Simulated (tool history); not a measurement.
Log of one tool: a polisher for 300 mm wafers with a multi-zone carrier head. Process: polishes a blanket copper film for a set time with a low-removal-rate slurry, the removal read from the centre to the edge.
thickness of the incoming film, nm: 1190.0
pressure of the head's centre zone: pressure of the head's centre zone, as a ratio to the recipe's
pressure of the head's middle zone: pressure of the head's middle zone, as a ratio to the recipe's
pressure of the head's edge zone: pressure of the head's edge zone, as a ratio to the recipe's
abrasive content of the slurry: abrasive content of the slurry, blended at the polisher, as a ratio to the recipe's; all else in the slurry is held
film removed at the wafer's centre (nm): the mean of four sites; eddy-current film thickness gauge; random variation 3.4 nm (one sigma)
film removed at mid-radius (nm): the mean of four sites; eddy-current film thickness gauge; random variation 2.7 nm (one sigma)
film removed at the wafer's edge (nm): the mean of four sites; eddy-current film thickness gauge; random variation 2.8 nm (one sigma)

| run | hour | flow of slurry (ml/min) | pressure of the head's centre zone | pressure of the head's middle zone | pressure of the head's edge zone | abrasive content of the slurry | polishing time (s) | film removed at the wafer's centre (nm) | film removed at mid-radius (nm) | film removed at the wafer's edge (nm) |
|---|---|---|---|---|---|---|---|---|---|---|
| 1 | 0.0 | 150 | 1.00 | 1.00 | 1.00 | 1.00 | 69 | 315.01 | 304.83 | 304.84 |
| 2 | 0.6 | 150 | 1.00 | 1.00 | 1.00 | 1.10 | 69 | 315.56 | 310.44 | 309.28 |
| 3 | 2.3 | 145 | 0.96 | 0.98 | 0.98 | 1.00 | 68 | 290.17 | 296.27 | 301.86 |
| 4 | 6.0 | 145 | 0.96 | 0.98 | 0.98 | 1.00 | 79 | 343.77 | 346.05 | 352.98 |
| 5 | 11.3 | 140 | 0.95 | 0.97 | 0.97 | 0.90 | 75 | 319.92 | 315.88 | 321.03 |
| 6 | 13.0 | 135 | 0.92 | 0.96 | 0.97 | 0.80 | 73 | 287.72 | 294.09 | 304.49 |

The next listed run, before its measurement:
| 7 | 17.1 | 130 | 0.90 | 0.95 | 0.96 | 0.75 | 72 | ? | ? | ? |

{"run 7": {"film removed at the wafer's centre (nm)": 274.95, "film removed at mid-radius (nm)": 279.38, "film removed at the wafer's edge (nm)": 291.18}}
